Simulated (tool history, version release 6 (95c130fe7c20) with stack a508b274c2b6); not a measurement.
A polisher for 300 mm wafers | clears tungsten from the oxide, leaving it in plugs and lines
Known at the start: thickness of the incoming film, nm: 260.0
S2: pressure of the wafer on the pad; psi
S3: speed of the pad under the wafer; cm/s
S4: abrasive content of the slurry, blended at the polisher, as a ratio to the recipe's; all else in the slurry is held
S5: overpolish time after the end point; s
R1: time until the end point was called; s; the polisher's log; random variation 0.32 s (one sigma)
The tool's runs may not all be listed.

{"run": 1, "hour": 0.0, "flow of slurry (ml/min)": 245, "S2": 4.2, "S3": 88, "S4": 1, "S5": 6, "R1": 53.995}
{"run": 2, "hour": 2.6, "flow of slurry (ml/min)": 210, "S2": 4.2, "S3": 88, "S4": 1, "S5": 6, "R1": 56.611}
{"run": 3, "hour": 8.1, "flow of slurry (ml/min)": 235, "S2": 4.8, "S3": 88, "S4": 1, "S5": 6, "R1": 49.432}
{"run": 4, "hour": 14.1, "flow of slurry (ml/min)": 250, "S2": 5.3, "S3": 90, "S4": 1, "S5": 6, "R1": 43.264}
{"run": 5, "hour": 14.8, "flow of slurry (ml/min)": 260, "S2": 5.7, "S3": 92, "S4": 1, "S5": 6, "R1": 39.663}
{"run": 6, "hour": 18.5, "flow of slurry (ml/min)": 260, "S2": 5.7, "S3": 74, "S4": 1, "S5": 6, "R1": 48.705}
{"run": 7, "hour": 24.4, "flow of slurry (ml/min)": 265, "S2": 6, "S3": 80, "S4": 1, "S5": 6, "R1": 42.472}

The next listed run, before its measurement:
{"run": 8, "hour": 30.8, "flow of slurry (ml/min)": 265, "S2": 6.2, "S3": 84, "S4": 1, "S5": 6, "R1": "?"}

{"run 8": {"R1": 39.214}}

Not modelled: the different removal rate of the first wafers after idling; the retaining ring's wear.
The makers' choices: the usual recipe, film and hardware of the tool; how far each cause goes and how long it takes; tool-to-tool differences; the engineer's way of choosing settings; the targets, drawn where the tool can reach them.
